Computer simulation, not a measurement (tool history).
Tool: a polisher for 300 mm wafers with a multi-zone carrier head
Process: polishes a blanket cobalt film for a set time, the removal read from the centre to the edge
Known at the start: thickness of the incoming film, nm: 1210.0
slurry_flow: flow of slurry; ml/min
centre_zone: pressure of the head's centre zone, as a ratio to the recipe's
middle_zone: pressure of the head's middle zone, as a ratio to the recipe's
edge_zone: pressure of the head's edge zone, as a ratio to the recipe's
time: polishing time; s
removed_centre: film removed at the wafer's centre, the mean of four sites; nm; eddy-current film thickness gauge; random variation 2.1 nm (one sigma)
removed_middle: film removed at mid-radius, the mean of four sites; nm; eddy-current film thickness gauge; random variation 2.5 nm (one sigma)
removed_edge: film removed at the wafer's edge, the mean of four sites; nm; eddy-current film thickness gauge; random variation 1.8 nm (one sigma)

run  hour  slurry_flow  centre_zone  middle_zone  edge_zone  time  removed_centre  removed_middle  removed_edge
  1     0          145            1            1          1    37          294.76          327.43        325.18
  2   3.4          160            1            1          1    37          301.35          335.15        331.81
  3   8.4          175            1            1          1    37           308.7          337.25        332.75
  4  13.7          175            1         1.07          1    37          306.62          362.99        337.87
  5  21.3          165         0.99         1.05       0.94    35          281.87          330.91         300.6
  6  28.4          165         0.99         1.05       0.94    27          214.54          254.47        235.68
  7  36.3          180            1         1.06       0.94    27           227.5          257.01        236.81

Forecast run 8:
  8  40.1          190            1         1.08       0.95    27               ?               ?             ?

{"run 8": {"removed_centre": 228.23, "removed_middle": 269.22, "removed_edge": 240.3}}

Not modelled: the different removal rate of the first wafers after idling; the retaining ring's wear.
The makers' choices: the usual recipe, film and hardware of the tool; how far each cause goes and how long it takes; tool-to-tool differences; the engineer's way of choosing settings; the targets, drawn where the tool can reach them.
